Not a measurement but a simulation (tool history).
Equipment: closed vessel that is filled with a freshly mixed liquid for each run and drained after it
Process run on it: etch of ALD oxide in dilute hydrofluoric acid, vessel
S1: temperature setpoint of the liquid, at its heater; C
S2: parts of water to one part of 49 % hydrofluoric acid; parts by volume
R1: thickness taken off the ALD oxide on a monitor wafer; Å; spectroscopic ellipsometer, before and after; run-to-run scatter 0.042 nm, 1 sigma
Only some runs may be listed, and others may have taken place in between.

Run 1, hour 0: S1 23 C, S2 185 parts by volume, time in the liquid (s) 30. Result: R1 40.178 Å.
Run 2, hour 3.9: S1 24.5 C, S2 180 parts by volume, time in the liquid (s) 30. Result: R1 44.145 Å.
Run 3, hour 12.2: S1 26 C, S2 175 parts by volume, time in the liquid (s) 30. Result: R1 48.23 Å.
Run 4, hour 13.7: S1 23.5 C, S2 175 parts by volume, time in the liquid (s) 30. Result: R1 44.167 Å.
Run 5, hour 14.9: S1 20.5 C, S2 175 parts by volume, time in the liquid (s) 30. Result: R1 39.381 Å.
Run 6, hour 20.2: S1 20.5 C, S2 175 parts by volume, time in the liquid (s) 30. Result: R1 39.18 Å.
Run 7, hour 23.1: S1 22.5 C, S2 170 parts by volume, time in the liquid (s) 30. Result: R1 43.764 Å.
Run 8, hour 26.8: S1 24 C, S2 165 parts by volume, time in the liquid (s) 30. Result: R1 47.778 Å.

Run 9 is up next; what results do you expect?
Run 9, hour 29: S1 25.5 C, S2 165 parts by volume, time in the liquid (s) 30. Result: R1 ?.

{"run 9": {"R1": 50.563}}
